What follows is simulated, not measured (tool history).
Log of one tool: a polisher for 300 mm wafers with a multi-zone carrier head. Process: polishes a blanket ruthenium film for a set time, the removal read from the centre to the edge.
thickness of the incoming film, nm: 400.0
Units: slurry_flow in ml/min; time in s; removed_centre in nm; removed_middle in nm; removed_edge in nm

run,day,slurry_flow,centre_zone,middle_zone,edge_zone,time,removed_centre,removed_middle,removed_edge
1,0.000,290,1.00,1.00,1.00,88,75.432,75.712,76.626
2,0.300,290,1.00,1.00,0.95,88,76.759,75.827,74.827
3,0.562,310,1.06,1.01,0.99,94,86.691,82.530,82.143
4,0.892,310,1.06,1.01,0.96,94,85.955,79.771,80.430
5,0.988,310,1.11,1.01,0.96,94,92.071,80.643,79.329
6,1.212,320,1.13,1.02,0.99,98,96.396,86.140,85.822
7,1.279,330,1.15,1.02,1.00,101,101.220,86.474,87.965

Run 8 comes next. What will it give?
8,1.300,330,1.16,1.03,1.01,104,?,?,?

removed_centre: 106.030 nm
removed_middle: 90.171 nm
removed_edge: 92.461 nm

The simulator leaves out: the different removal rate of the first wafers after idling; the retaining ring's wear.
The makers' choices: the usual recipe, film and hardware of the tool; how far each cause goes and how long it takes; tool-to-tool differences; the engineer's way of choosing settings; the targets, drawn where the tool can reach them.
